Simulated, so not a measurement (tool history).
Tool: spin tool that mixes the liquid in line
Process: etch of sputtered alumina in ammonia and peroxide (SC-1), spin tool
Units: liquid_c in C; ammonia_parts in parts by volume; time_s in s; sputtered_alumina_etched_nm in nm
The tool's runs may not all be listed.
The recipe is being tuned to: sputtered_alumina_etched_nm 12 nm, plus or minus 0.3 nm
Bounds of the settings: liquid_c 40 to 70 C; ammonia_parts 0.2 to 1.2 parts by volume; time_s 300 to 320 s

run	hour	liquid_c	ammonia_parts	time_s	sputtered_alumina_etched_nm
1	0	56	0.75	300	15.795
2	5.7	56	0.75	300	15.861
3	6.9	55	0.75	300	15.129
4	10.2	54.5	0.75	300	14.487
5	16.3	54	0.75	300	14.24
6	21.3	48.5	0.75	300	10.637
7	28.4	49	0.75	300	10.83
8	34.8	51.5	0.75	300	12.484

Exactly one of the 4 candidate moves below puts every result within its allowed miss. Which one?
A	41.2	49	0.65	315	?
B	41.2	49.5	0.9	300	?
C	41.2	52.5	0.6	310	?
D	41.2	51	0.75	300	?

move	sputtered_alumina_etched_nm
A	11.208
B	11.319
C	13.257
D	12.079
A: takes the result that was furthest off past its target
B: takes the result that was furthest off past its target
C: its largest miss is bigger than the last run's
D: hits every target within its allowed miss
So the answer is move D, the one that meets all the targets.

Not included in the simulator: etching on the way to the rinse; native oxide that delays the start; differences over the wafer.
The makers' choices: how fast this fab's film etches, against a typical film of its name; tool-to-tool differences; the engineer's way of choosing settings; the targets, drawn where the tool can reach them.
